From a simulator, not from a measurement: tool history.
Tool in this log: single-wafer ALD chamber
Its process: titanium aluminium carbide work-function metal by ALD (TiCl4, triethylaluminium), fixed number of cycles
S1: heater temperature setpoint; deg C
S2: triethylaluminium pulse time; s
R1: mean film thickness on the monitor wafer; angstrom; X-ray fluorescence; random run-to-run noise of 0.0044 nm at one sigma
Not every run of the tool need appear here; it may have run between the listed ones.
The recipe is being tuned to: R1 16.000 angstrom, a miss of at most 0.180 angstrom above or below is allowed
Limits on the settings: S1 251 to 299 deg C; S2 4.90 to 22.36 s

run 1 day=0.000 | S1=275 S2=13.63 | R1=17.326
run 2 day=0.212 | S1=271 S2=13.30 | R1=17.013
run 3 day=0.567 | S1=268 S2=13.02 | R1=16.822
run 4 day=0.758 | S1=265 S2=12.75 | R1=16.454
run 5 day=0.938 | S1=269 S2=12.75 | R1=16.784
run 6 day=1.312 | S1=266 S2=12.55 | R1=16.524
run 7 day=1.604 | S1=264 S2=12.43 | R1=16.361
run 8 day=1.842 | S1=263 S2=12.34 | R1=16.275
run 9 day=2.042 | S1=262 S2=12.27 | R1=16.216

Below are 5 possible settings for the next run. Only one of them brings all results inside the allowed miss of their targets. Which is it?
run A day=2.242 | S1=263 S2=6.92 | R1=?
run B day=2.242 | S1=256 S2=9.56 | R1=?
run C day=2.242 | S1=255 S2=11.29 | R1=?
run D day=2.242 | S1=258 S2=16.73 | R1=?
run E day=2.242 | S1=256 S2=12.06 | R1=?

move=A R1=15.588
move=B R1=15.496
move=C R1=15.579
move=D R1=16.038
move=E R1=15.712
A: pushes the last run's worst result past its target
B: pushes the last run's worst result past its target
C: pushes the last run's worst result past its target
D: hits every target within its allowed miss
E: pushes the last run's worst result past its target
D is the move that brings every result within its allowed miss.
